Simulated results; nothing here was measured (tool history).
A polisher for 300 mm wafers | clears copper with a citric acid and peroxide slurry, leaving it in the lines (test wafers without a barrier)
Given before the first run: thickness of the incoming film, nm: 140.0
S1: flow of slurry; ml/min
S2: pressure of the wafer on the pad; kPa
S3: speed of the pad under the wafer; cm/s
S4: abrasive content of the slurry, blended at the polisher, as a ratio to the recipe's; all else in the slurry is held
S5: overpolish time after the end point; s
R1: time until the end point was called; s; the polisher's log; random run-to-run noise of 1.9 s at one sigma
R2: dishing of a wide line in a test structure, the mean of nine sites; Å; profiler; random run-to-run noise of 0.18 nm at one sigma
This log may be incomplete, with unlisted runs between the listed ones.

run	hour	S1	S2	S3	S4	S5	R1	R2
1	0	245	13.8	96	1	10	106.57	89.563
2	5.9	245	13.8	96	1	11	102.32	98.18
3	11.5	245	13.1	96	1	12	105.66	101.47
4	13.8	220	13.1	96	1	12	110.02	100.42
5	16.3	220	13.1	96	1.15	12	104.17	100.76
6	21.6	220	11.7	96	1.15	12	118.22	91.928
7	29.4	215	11.7	96	1.15	13	119.06	99.929

What will run 8 give?
8	36.9	210	11.7	96	1.15	13	?	?

R1: 118.65 s
R2: 98.697 Å

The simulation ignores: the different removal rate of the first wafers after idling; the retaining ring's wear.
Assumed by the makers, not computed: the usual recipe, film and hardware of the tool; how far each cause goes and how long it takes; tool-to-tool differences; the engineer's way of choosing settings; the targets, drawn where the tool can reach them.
